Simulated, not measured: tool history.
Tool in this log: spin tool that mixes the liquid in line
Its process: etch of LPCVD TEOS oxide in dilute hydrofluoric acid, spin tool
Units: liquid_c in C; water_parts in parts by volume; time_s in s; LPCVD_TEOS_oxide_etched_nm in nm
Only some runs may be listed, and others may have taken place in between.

{"run": 1, "day": 0.0, "liquid_c": 25.0, "water_parts": 190, "time_s": 45, "LPCVD_TEOS_oxide_etched_nm": 9.7315}
{"run": 2, "day": 0.188, "liquid_c": 22.5, "water_parts": 190, "time_s": 45, "LPCVD_TEOS_oxide_etched_nm": 8.9017}
{"run": 3, "day": 0.321, "liquid_c": 22.5, "water_parts": 190, "time_s": 50, "LPCVD_TEOS_oxide_etched_nm": 9.7458}
{"run": 4, "day": 0.608, "liquid_c": 22.5, "water_parts": 190, "time_s": 45, "LPCVD_TEOS_oxide_etched_nm": 8.8352}
{"run": 5, "day": 0.796, "liquid_c": 21.0, "water_parts": 200, "time_s": 45, "LPCVD_TEOS_oxide_etched_nm": 7.8181}
{"run": 6, "day": 0.917, "liquid_c": 20.0, "water_parts": 205, "time_s": 45, "LPCVD_TEOS_oxide_etched_nm": 7.3307}
{"run": 7, "day": 1.2, "liquid_c": 19.0, "water_parts": 210, "time_s": 45, "LPCVD_TEOS_oxide_etched_nm": 6.891}

Run 8, settings as shown, results not yet in. Your forecast:
{"run": 8, "day": 1.312, "liquid_c": 18.5, "water_parts": 215, "time_s": 45, "LPCVD_TEOS_oxide_etched_nm": "?"}

LPCVD_TEOS_oxide_etched_nm: 6.5530 nm

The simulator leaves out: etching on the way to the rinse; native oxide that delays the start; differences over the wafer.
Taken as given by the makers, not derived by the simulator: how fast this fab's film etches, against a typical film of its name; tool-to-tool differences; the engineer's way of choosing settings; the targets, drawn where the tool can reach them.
